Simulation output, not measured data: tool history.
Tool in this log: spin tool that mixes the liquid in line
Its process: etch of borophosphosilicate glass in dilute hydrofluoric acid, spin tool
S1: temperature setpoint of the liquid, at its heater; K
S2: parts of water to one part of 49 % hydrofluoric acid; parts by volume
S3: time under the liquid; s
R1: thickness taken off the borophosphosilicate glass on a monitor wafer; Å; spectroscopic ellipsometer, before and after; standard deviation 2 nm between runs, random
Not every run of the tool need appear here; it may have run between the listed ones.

run	hour	S1	S2	S3	R1
1	0	295.15	75	205	903.93
2	3.7	295.15	75	220	947.3
3	5.3	296.15	70	220	1078.2
4	7.4	296.15	60	220	1272.7
5	14.2	297.15	55	220	1460.1
6	21.5	299.65	55	220	1612.9
7	28.7	300.15	55	220	1637.2
8	30.2	300.15	55	220	1668.3
9	31.1	300.15	55	220	1663.5
10	34.7	303.15	45	220	2315.9
11	40.1	302.65	45	220	2261

Run 12 is up next; what results do you expect?
12	47.1	302.65	45	220	?

Run 12 came out at R1 2243.4 Å.
